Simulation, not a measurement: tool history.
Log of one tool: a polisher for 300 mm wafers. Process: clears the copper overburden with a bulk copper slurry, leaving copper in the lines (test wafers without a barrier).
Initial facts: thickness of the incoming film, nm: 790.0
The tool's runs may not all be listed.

| run | hour | flow of slurry (ml/min) | pressure of the wafer on the pad (psi) | speed of the pad under the wafer (m/s) | abrasive content of the slurry | overpolish time after the end point (s) | time until the end point was called (s) | dishing of a wide line in a test structure (nm) |
|---|---|---|---|---|---|---|---|---|
| 1 | 0 | 150 | 3.1 | 1.14 | 1 | 23 | 67.181 | 61.079 |
| 2 | 5.2 | 150 | 2.4 | 1.14 | 1 | 23 | 87.961 | 56.02 |
| 3 | 13.8 | 130 | 2.4 | 1.14 | 1 | 23 | 85.327 | 55.811 |
| 4 | 17.8 | 95 | 2.4 | 1.14 | 1 | 23 | 97.19 | 56.857 |
| 5 | 24.6 | 95 | 2.4 | 1.14 | 1 | 29 | 97.697 | 58.878 |
| 6 | 26.5 | 95 | 2.4 | 1.14 | 1 | 25 | 96.62 | 57.293 |
| 7 | 28.3 | 100 | 3.3 | 1.28 | 1 | 17 | 61.025 | 59.56 |
| 8 | 29.2 | 110 | 3.6 | 1.28 | 1 | 18 | 57.594 | 60.534 |
| 9 | 33.9 | 120 | 3.9 | 1.28 | 1 | 19 | 51.728 | 64.008 |

Run 10 comes next. What will it give?
| 10 | 36 | 125 | 4 | 1.28 | 1 | 19 | ? | ? |

{"run 10": {"time until the end point was called (s)": 47.239, "dishing of a wide line in a test structure (nm)": 66.148}}
